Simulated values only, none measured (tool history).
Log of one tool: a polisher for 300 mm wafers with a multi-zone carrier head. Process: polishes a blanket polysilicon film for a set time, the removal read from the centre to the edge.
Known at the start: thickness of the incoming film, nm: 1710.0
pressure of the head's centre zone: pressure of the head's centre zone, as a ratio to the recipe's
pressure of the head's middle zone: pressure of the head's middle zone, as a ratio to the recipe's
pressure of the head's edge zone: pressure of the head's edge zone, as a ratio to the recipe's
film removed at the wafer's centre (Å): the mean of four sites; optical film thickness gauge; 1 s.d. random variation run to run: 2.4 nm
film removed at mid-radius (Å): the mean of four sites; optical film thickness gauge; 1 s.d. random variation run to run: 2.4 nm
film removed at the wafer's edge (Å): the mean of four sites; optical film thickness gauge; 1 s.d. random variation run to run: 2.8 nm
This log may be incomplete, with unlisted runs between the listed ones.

run	day	flow of slurry (ml/min)	pressure of the head's centre zone	pressure of the head's middle zone	pressure of the head's edge zone	polishing time (s)	film removed at the wafer's centre (Å)	film removed at mid-radius (Å)	film removed at the wafer's edge (Å)
1	0.000	230	1.00	1.00	1.00	66	2901.3	2952.3	3027.1
2	0.050	240	0.98	1.02	1.03	67	2908.5	3062.5	3100.0
3	0.338	240	0.91	1.02	1.03	67	2732.5	3037.0	3097.2
4	0.712	240	0.91	0.98	1.03	67	2699.8	2969.8	3090.2
5	0.750	245	0.90	1.01	1.05	68	2781.1	3080.9	3150.9
6	1.033	245	0.90	1.01	0.98	68	2715.5	3130.5	3079.1
7	1.388	300	0.81	1.11	1.08	75	2771.4	3754.3	3632.6

Run 8, settings as shown, results not yet in. Your forecast:
8	1.638	300	0.82	1.11	1.08	75	?	?	?

{"run 8": {"film removed at the wafer's centre (Å)": 2799.6, "film removed at mid-radius (Å)": 3783.3, "film removed at the wafer's edge (Å)": 3616.2}}
